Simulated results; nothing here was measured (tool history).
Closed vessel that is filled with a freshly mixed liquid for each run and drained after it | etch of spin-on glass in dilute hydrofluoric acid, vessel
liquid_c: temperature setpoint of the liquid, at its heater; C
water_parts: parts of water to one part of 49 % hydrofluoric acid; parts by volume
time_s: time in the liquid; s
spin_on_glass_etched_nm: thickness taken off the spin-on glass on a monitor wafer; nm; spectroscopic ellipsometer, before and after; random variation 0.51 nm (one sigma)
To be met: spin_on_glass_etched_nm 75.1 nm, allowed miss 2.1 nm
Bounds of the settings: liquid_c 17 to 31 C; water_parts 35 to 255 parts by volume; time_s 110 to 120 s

run  hour  liquid_c  water_parts  time_s  spin_on_glass_etched_nm
  1     0        23          145     110                   25.948
  2   4.9      20.5          145     110                   23.338
  3  12.9      20.5          145     120                   25.723
  4  20.1        22          145     120                   27.259
  5  26.8        22          100     120                   41.309
  6  35.4        24           95     120                   47.532
  7  42.3      25.5           90     120                   53.832
  8  49.8      26.5           90     120                   55.855
  9  55.4      27.5           90     120                   57.566
 10  62.5        28           85     120                   62.687
 11  70.1      28.5           85     120                   65.299

Which of these 4 next moves meets every target?
  A  77.7      26.5           70     115                        ?
  B  77.7        29          105     120                        ?
  C  77.7      30.5          100     120                        ?
  D  77.7        31           80     120                        ?

move  spin_on_glass_etched_nm
   A                   70.358
   B                   51.392
   C                   57.485
   D                   75.392
A: nearer than the last run, and not there yet
B: further off than the last run
C: further off than the last run
D: meets every target
Answer: D
